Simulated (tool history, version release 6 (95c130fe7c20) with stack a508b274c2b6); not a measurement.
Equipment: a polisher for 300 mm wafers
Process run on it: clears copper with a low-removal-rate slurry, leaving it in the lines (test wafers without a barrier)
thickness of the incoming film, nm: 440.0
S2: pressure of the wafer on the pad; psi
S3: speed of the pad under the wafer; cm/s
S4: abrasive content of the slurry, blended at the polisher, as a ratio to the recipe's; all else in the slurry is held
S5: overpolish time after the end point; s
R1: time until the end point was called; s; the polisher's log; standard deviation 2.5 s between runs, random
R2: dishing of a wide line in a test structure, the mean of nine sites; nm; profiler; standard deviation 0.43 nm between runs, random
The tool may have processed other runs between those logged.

run 1 day=0.000 | flow_of_slurry_(ml/min)=250 S2=3.0 S3=108 S4=1.00 S5=20 | R1=130.06 R2=26.016
run 2 day=0.183 | flow_of_slurry_(ml/min)=250 S2=2.8 S3=108 S4=1.00 S5=20 | R1=138.48 R2=24.398
run 3 day=0.354 | flow_of_slurry_(ml/min)=250 S2=2.8 S3=108 S4=1.10 S5=20 | R1=136.17 R2=25.418
run 4 day=0.654 | flow_of_slurry_(ml/min)=220 S2=2.8 S3=108 S4=1.10 S5=20 | R1=133.29 R2=23.667
-- day=0.979 worn pad replaced by a new one
run 5 day=0.979 | flow_of_slurry_(ml/min)=220 S2=2.8 S3=108 S4=0.95 S5=20 | R1=130.64 R2=25.101
run 6 day=1.333 | flow_of_slurry_(ml/min)=240 S2=2.6 S3=108 S4=0.95 S5=20 | R1=137.93 R2=24.071
run 7 day=1.354 | flow_of_slurry_(ml/min)=240 S2=2.6 S3=108 S4=0.95 S5=20 | R1=141.87 R2=24.094

What does the tool deliver on the next run?
run 8 day=1.642 | flow_of_slurry_(ml/min)=250 S2=2.4 S3=108 S4=0.95 S5=20 | R1=? R2=?

R1: 147.75 s
R2: 22.964 nm
